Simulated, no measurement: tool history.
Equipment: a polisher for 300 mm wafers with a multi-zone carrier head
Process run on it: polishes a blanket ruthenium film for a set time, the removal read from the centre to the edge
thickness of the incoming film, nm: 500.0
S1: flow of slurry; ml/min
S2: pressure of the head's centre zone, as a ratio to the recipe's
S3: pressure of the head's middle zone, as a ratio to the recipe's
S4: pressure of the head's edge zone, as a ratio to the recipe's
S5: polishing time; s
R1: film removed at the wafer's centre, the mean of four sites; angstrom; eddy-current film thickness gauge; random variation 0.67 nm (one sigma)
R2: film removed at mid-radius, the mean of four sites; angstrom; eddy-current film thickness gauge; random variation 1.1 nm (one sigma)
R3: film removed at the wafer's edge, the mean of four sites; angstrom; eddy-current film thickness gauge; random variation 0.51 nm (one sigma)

run 1 day=0.000 | S1=310 S2=1.00 S3=1.00 S4=1.00 S5=72 | R1=690.39 R2=702.57 R3=670.83
run 2 day=0.142 | S1=320 S2=1.00 S3=1.04 S4=1.05 S5=73 | R1=701.32 R2=742.32 R3=702.73
run 3 day=0.471 | S1=320 S2=1.00 S3=1.09 S4=1.05 S5=73 | R1=704.36 R2=762.01 R3=697.54
run 4 day=0.775 | S1=335 S2=1.00 S3=1.11 S4=1.08 S5=74 | R1=694.00 R2=786.82 R3=722.48
run 5 day=0.992 | S1=335 S2=1.00 S3=1.11 S4=1.08 S5=63 | R1=599.66 R2=670.57 R3=620.52
run 6 day=1.204 | S1=335 S2=1.08 S3=1.11 S4=1.08 S5=63 | R1=639.97 R2=682.03 R3=610.63

Run 7 is up next; what results do you expect?
run 7 day=1.533 | S1=345 S2=1.07 S3=1.12 S4=1.11 S5=67 | R1=? R2=? R3=?

{"run 7": {"R1": 684.2, "R2": 727.38, "R3": 664.7}}
